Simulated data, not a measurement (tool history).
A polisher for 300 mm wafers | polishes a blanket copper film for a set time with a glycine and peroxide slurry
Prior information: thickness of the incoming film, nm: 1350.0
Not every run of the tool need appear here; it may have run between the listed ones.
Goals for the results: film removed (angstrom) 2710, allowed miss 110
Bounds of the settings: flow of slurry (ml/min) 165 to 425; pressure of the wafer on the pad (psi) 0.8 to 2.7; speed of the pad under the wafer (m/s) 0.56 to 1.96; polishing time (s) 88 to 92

run,day,flow of slurry (ml/min),pressure of the wafer on the pad (psi),speed of the pad under the wafer (m/s),polishing time (s),film removed (angstrom)
1,0,275,1.7,1.26,88,4068.5
2,0.108,275,1.6,1.26,88,3869.4
3,0.246,275,1.5,1.26,88,3598
4,0.296,275,1.4,1.26,88,3483.9
5,0.375,275,1.3,1.26,88,3272.9
6,0.4,335,1.3,1.26,88,3359.3
7,0.425,330,0.8,1.22,88,2398.6
8,0.638,330,0.9,1.22,88,2569.3

Next run, 4 choices. One meets every target within its allowed miss, the rest don't. Which?
A,0.85,250,1.1,1.36,89,?
B,0.85,360,1,0.96,90,?
C,0.85,350,1.2,0.88,89,?
D,0.85,330,1.4,0.84,92,?

move,film removed (angstrom)
A,3042.5
B,2509.4
C,2684.2
D,3004.2
A: the result that was furthest off in the last run now lies on the other side of its target
B: the biggest miss grows against the last run
C: hits every target within its allowed miss
D: the result that was furthest off in the last run now lies on the other side of its target
C is the move that brings every result within its allowed miss.
